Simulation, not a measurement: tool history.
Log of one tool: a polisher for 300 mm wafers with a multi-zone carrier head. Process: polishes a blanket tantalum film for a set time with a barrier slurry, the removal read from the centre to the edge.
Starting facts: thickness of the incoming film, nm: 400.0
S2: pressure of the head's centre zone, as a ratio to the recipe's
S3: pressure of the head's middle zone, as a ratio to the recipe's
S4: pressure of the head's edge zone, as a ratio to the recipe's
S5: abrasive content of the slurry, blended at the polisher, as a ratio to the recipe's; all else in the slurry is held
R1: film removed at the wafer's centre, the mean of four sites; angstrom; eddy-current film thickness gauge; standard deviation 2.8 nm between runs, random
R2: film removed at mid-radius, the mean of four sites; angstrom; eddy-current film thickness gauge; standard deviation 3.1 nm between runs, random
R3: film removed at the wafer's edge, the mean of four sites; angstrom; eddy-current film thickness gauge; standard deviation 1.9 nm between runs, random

Run 1, day 0.000: flow of slurry (ml/min) 255, S2 1.00, S3 1.00, S4 1.00, S5 1.00, polishing time (s) 68. Result: R1 1699.8 angstrom, R2 1664.4 angstrom, R3 1633.6 angstrom.
Run 2, day 0.204: flow of slurry (ml/min) 255, S2 1.00, S3 1.00, S4 1.00, S5 1.10, polishing time (s) 68. Result: R1 1722.8 angstrom, R2 1699.2 angstrom, R3 1681.6 angstrom.
Run 3, day 0.492: flow of slurry (ml/min) 255, S2 1.01, S3 0.99, S4 1.02, S5 1.15, polishing time (s) 70. Result: R1 1885.0 angstrom, R2 1775.1 angstrom, R3 1771.6 angstrom.
Run 4, day 0.729: flow of slurry (ml/min) 255, S2 0.96, S3 0.99, S4 1.02, S5 1.15, polishing time (s) 70. Result: R1 1763.3 angstrom, R2 1792.8 angstrom, R3 1760.3 angstrom.
Run 5, day 0.929: flow of slurry (ml/min) 295, S2 0.96, S3 0.99, S4 1.02, S5 1.15, polishing time (s) 70. Result: R1 1804.2 angstrom, R2 1798.2 angstrom, R3 1790.8 angstrom.
Run 6, day 0.958: flow of slurry (ml/min) 295, S2 1.03, S3 0.99, S4 1.02, S5 1.15, polishing time (s) 70. Result: R1 1860.1 angstrom, R2 1813.3 angstrom, R3 1809.6 angstrom.
Run 7, day 1.296: flow of slurry (ml/min) 300, S2 1.03, S3 0.98, S4 1.04, S5 1.20, polishing time (s) 71. Result: R1 1954.1 angstrom, R2 1852.3 angstrom, R3 1849.9 angstrom.
Run 8, day 1.421: flow of slurry (ml/min) 305, S2 1.01, S3 0.96, S4 1.06, S5 1.25, polishing time (s) 73. Result: R1 2027.4 angstrom, R2 1868.7 angstrom, R3 1947.7 angstrom.
Run 9, day 1.633: flow of slurry (ml/min) 310, S2 1.00, S3 0.96, S4 1.08, S5 1.30, polishing time (s) 74. Result: R1 2006.0 angstrom, R2 1954.6 angstrom, R3 2034.5 angstrom.
Run 10, day 1.788: flow of slurry (ml/min) 310, S2 1.01, S3 0.95, S4 1.09, S5 1.35, polishing time (s) 75. Result: R1 2127.1 angstrom, R2 1977.6 angstrom, R3 2068.8 angstrom.

What does the tool deliver on the next run?
Run 11, day 2.004: flow of slurry (ml/min) 315, S2 1.01, S3 0.94, S4 1.10, S5 1.35, polishing time (s) 76. Result: R1 ?, R2 ?, R3 ?.

R1: 2150.1 angstrom
R2: 1950.1 angstrom
R3: 2131.1 angstrom
